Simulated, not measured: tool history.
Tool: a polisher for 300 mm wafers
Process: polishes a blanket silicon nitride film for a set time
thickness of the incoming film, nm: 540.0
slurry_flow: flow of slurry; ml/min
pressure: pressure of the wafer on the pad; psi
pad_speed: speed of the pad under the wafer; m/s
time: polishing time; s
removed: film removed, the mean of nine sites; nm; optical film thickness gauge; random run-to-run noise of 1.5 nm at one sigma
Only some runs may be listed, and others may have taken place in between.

run,hour,slurry_flow,pressure,pad_speed,time,removed
1,0.0,195,3.0,0.90,97,122.26
2,8.1,160,3.0,0.90,97,119.22
3,14.8,190,3.0,0.90,97,121.69
4,18.6,190,3.0,0.72,97,101.91
5,23.8,195,3.5,0.72,97,120.05
6,27.6,200,3.8,0.72,97,127.60

Run 7, settings as shown, results not yet in. Your forecast:
7,32.6,205,4.1,0.74,97,?

Logged for run 7: removed 139.88 nm.
